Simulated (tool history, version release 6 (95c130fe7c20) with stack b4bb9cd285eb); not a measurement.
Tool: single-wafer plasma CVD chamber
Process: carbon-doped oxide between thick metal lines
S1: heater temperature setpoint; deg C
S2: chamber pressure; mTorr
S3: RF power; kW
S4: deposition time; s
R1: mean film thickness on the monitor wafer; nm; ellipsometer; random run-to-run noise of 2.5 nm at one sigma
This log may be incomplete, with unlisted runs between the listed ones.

run,hour,S1,S2,S3,S4,R1
1,0.0,370,4810,0.470,95,417.41
2,2.1,370,4810,0.470,90,393.37
3,9.6,369,5100,0.495,90,405.93
4,17.7,367,5170,0.520,91,428.09
5,19.4,367,4820,0.520,91,428.98
6,20.6,367,4820,0.545,91,440.84
7,23.6,366,4850,0.560,91,446.86
8,31.0,365,4890,0.570,92,457.39

Expected results for the next run?
9,33.2,365,4920,0.580,92,?

For run 9 the tool returned R1 464.27 nm.

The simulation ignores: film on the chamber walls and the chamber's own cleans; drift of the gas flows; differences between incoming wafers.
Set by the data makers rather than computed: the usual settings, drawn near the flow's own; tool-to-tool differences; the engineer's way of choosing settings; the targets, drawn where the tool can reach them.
